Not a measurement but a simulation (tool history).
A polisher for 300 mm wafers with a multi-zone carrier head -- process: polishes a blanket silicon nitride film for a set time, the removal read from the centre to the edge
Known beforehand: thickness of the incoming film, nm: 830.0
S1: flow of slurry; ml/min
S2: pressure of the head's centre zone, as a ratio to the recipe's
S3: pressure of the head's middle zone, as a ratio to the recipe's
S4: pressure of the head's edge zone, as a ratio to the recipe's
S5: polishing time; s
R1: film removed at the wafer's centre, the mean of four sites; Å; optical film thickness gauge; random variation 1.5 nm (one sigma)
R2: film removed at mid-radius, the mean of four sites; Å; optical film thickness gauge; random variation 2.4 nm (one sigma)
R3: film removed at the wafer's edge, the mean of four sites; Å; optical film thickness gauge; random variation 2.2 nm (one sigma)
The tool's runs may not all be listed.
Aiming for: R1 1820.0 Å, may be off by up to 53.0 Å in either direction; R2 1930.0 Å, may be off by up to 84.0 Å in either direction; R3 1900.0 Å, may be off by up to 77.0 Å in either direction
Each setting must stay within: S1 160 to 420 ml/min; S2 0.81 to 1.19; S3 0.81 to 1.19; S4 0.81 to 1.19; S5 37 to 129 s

run 1 hour=0.0 | S1=270 S2=1.00 S3=1.00 S4=1.00 S5=83 | R1=1421.3 R2=1358.4 R3=1365.7
run 2 hour=4.5 | S1=270 S2=1.00 S3=1.00 S4=1.00 S5=65 | R1=1102.5 R2=1081.9 R3=1082.1
run 3 hour=11.7 | S1=275 S2=1.00 S3=1.02 S4=1.03 S5=73 | R1=1273.2 R2=1232.6 R3=1238.5
run 4 hour=15.7 | S1=275 S2=0.97 S3=1.02 S4=1.03 S5=73 | R1=1215.8 R2=1219.1 R3=1197.5
run 5 hour=19.0 | S1=250 S2=0.96 S3=1.04 S4=1.07 S5=81 | R1=1351.0 R2=1402.5 R3=1365.3
run 6 hour=20.8 | S1=250 S2=0.96 S3=1.04 S4=1.02 S5=81 | R1=1338.8 R2=1385.5 R3=1335.4
run 7 hour=21.9 | S1=240 S2=0.96 S3=1.05 S4=1.05 S5=86 | R1=1400.5 R2=1461.0 R3=1428.9
run 8 hour=26.4 | S1=240 S2=0.96 S3=1.05 S4=1.05 S5=86 | R1=1412.2 R2=1479.7 R3=1437.3
-- hour=35.3 edge zone pressure recalibrated
run 9 hour=35.3 | S1=225 S2=0.97 S3=1.06 S4=1.07 S5=90 | R1=1483.5 R2=1548.6 R3=1571.6
run 10 hour=40.6 | S1=240 S2=0.98 S3=1.08 S4=1.08 S5=92 | R1=1567.6 R2=1628.5 R3=1612.7
run 11 hour=44.2 | S1=240 S2=0.99 S3=1.10 S4=1.10 S5=94 | R1=1584.3 R2=1703.3 R3=1641.4
run 12 hour=45.2 | S1=235 S2=1.00 S3=1.11 S4=1.11 S5=96 | R1=1653.3 R2=1702.2 R3=1714.5
run 13 hour=52.4 | S1=235 S2=1.00 S3=1.12 S4=1.12 S5=98 | R1=1671.9 R2=1763.7 R3=1742.4
run 14 hour=55.8 | S1=235 S2=1.00 S3=1.13 S4=1.12 S5=99 | R1=1684.1 R2=1844.8 R3=1758.5
run 15 hour=58.8 | S1=235 S2=1.01 S3=1.13 S4=1.13 S5=100 | R1=1732.2 R2=1838.3 R3=1814.8

Of the 5 settings listed for the next run, only one would bring every result within its allowed miss of target. Which one?
run A hour=61.8 | S1=240 S2=1.11 S3=1.19 S4=0.99 S5=97 | R1=? R2=? R3=?
run B hour=61.8 | S1=230 S2=0.98 S3=1.18 S4=1.19 S5=99 | R1=? R2=? R3=?
run C hour=61.8 | S1=240 S2=0.92 S3=1.12 S4=1.05 S5=105 | R1=? R2=? R3=?
run D hour=61.8 | S1=325 S2=1.11 S3=1.19 S4=1.05 S5=99 | R1=? R2=? R3=?
run E hour=61.8 | S1=315 S2=1.00 S3=1.11 S4=1.13 S5=105 | R1=? R2=? R3=?

move=A R1=1836.1 R2=1865.6 R3=1636.4
move=B R1=1645.1 R2=1883.6 R3=1826.3
move=C R1=1644.2 R2=1923.9 R3=1824.5
move=D R1=1931.1 R2=1956.4 R3=1754.7
move=E R1=1837.6 R2=1956.6 R3=1929.4
A: meets the target for the result that was furthest off, but another lies outside its allowed miss
B: lands further from the targets than the last run did
C: lands further from the targets than the last run did
D: moves the result that the last run missed by most past its target, out the other side
E: meets every target
The right move is E.
